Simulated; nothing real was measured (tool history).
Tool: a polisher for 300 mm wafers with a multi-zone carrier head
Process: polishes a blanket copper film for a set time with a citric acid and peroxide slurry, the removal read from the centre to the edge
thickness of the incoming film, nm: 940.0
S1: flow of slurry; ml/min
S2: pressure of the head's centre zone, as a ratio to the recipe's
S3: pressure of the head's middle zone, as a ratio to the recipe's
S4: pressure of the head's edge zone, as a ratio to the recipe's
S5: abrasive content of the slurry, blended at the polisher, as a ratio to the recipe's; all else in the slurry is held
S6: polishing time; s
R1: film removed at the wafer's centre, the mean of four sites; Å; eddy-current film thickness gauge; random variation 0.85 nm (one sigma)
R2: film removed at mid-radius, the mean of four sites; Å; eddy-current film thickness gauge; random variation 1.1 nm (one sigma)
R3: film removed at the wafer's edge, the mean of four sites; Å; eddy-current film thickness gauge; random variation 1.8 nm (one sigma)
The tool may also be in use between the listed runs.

Run 1, day 0: S1 120 ml/min, S2 1, S3 1, S4 1, S5 1, S6 72 s. Result: R1 1129.2 Å, R2 1187.3 Å, R3 1156.8 Å.
Run 2, day 0.071: S1 120 ml/min, S2 1, S3 1, S4 1, S5 0.85, S6 72 s. Result: R1 1090.1 Å, R2 1178 Å, R3 1156.2 Å.
Run 3, day 0.183: S1 95 ml/min, S2 1, S3 1, S4 1, S5 0.85, S6 72 s. Result: R1 962.67 Å, R2 1067.5 Å, R3 1096.9 Å.
Run 4, day 0.296: S1 95 ml/min, S2 1, S3 1, S4 1, S5 0.85, S6 63 s. Result: R1 842.6 Å, R2 930.02 Å, R3 959.38 Å.
Run 5, day 0.479: S1 100 ml/min, S2 0.99, S3 1.01, S4 1.03, S5 0.95, S6 65 s. Result: R1 897.94 Å, R2 1015.5 Å, R3 1025.7 Å.
Run 6, day 0.679: S1 105 ml/min, S2 0.98, S3 1, S4 1.06, S5 1.05, S6 67 s. Result: R1 960.84 Å, R2 1064.2 Å, R3 1096.2 Å.
Run 7, day 1.029: S1 115 ml/min, S2 0.97, S3 1, S4 1.08, S5 1.1, S6 68 s. Result: R1 1023.9 Å, R2 1130 Å, R3 1181.6 Å.
Run 8, day 1.217: S1 125 ml/min, S2 0.97, S3 1.01, S4 1.1, S5 1.1, S6 68 s. Result: R1 1057.6 Å, R2 1185.8 Å, R3 1212.1 Å.
Run 9, day 1.242: S1 130 ml/min, S2 0.97, S3 1.01, S4 1.11, S5 1.15, S6 68 s. Result: R1 1084.2 Å, R2 1208.3 Å, R3 1227.9 Å.
Run 10, day 1.504: S1 135 ml/min, S2 0.96, S3 1.01, S4 1.12, S5 1.2, S6 69 s. Result: R1 1128.5 Å, R2 1250.9 Å, R3 1281.9 Å.
Run 11, day 1.683: S1 140 ml/min, S2 0.96, S3 1.02, S4 1.13, S5 1.25, S6 69 s. Result: R1 1147.9 Å, R2 1281.1 Å, R3 1288.5 Å.
Run 12, day 1.925: S1 145 ml/min, S2 0.95, S3 1.02, S4 1.14, S5 1.3, S6 70 s. Result: R1 1159.8 Å, R2 1338.6 Å, R3 1328.1 Å.

Forecast run 13:
Run 13, day 2.271: S1 150 ml/min, S2 0.95, S3 1.02, S4 1.15, S5 1.35, S6 71 s. Result: R1 ?, R2 ?, R3 ?.

R1: 1200.2 Å
R2: 1364.6 Å
R3: 1380.2 Å
